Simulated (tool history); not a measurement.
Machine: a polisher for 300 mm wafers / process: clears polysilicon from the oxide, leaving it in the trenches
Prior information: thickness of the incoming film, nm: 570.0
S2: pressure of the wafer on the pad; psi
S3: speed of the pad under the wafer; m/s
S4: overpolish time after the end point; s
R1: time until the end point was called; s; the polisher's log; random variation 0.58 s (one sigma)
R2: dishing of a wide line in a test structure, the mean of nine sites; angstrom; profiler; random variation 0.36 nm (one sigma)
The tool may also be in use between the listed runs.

{"run": 1, "day": 0.0, "flow of slurry (ml/min)": 125, "S2": 1.7, "S3": 1.26, "S4": 12, "R1": 57.16, "R2": 231.49}
{"run": 2, "day": 0.312, "flow of slurry (ml/min)": 125, "S2": 1.7, "S3": 1.02, "S4": 12, "R1": 69.821, "R2": 230.75}
{"run": 3, "day": 0.392, "flow of slurry (ml/min)": 125, "S2": 1.8, "S3": 1.02, "S4": 10, "R1": 65.413, "R2": 226.89}
{"run": 4, "day": 0.454, "flow of slurry (ml/min)": 125, "S2": 1.5, "S3": 1.02, "S4": 10, "R1": 76.253, "R2": 222.36}
{"run": 5, "day": 0.612, "flow of slurry (ml/min)": 125, "S2": 1.3, "S3": 1.02, "S4": 10, "R1": 88.179, "R2": 206.16}
{"run": 6, "day": 0.779, "flow of slurry (ml/min)": 130, "S2": 1.4, "S3": 1.1, "S4": 9, "R1": 76.558, "R2": 216.44}
{"run": 7, "day": 0.967, "flow of slurry (ml/min)": 95, "S2": 1.9, "S3": 1.14, "S4": 15, "R1": 59.563, "R2": 233.27}

Forecast run 8:
{"run": 8, "day": 1.225, "flow of slurry (ml/min)": 90, "S2": 2.0, "S3": 1.18, "S4": 13, "R1": "?", "R2": "?"}

R1: 54.495 s
R2: 226.72 angstrom
